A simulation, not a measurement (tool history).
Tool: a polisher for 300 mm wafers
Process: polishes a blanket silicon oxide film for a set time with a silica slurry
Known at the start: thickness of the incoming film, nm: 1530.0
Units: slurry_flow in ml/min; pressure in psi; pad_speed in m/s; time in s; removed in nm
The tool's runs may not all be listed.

| run | hour | slurry_flow | pressure | pad_speed | slurry_solids | time | removed |
|---|---|---|---|---|---|---|---|
| 1 | 0 | 275 | 3.7 | 1.16 | 1 | 54 | 140.32 |
| 2 | 7.3 | 275 | 4.1 | 1.16 | 1 | 54 | 152.02 |
| 3 | 15.3 | 215 | 4.1 | 1.16 | 1 | 54 | 146.85 |
| 4 | 24.1 | 215 | 4.1 | 1.44 | 1 | 54 | 172.65 |
| 5 | 30.8 | 215 | 3.2 | 1.44 | 1 | 54 | 137.23 |
| 6 | 33.9 | 215 | 3.2 | 1.64 | 1 | 54 | 151.01 |
| 7 | 41.4 | 215 | 3 | 1.64 | 1 | 54 | 143.99 |
| 8 | 49.3 | 215 | 2.9 | 1.64 | 1 | 54 | 139.65 |
| 9 | 56.1 | 215 | 2.8 | 1.64 | 1 | 54 | 135.16 |
| 10 | 61.2 | 215 | 2.7 | 1.64 | 1 | 54 | 131.76 |

Forecast run 11:
| 11 | 68.4 | 215 | 2.6 | 1.64 | 1 | 54 | ? |

removed: 126.52 nm
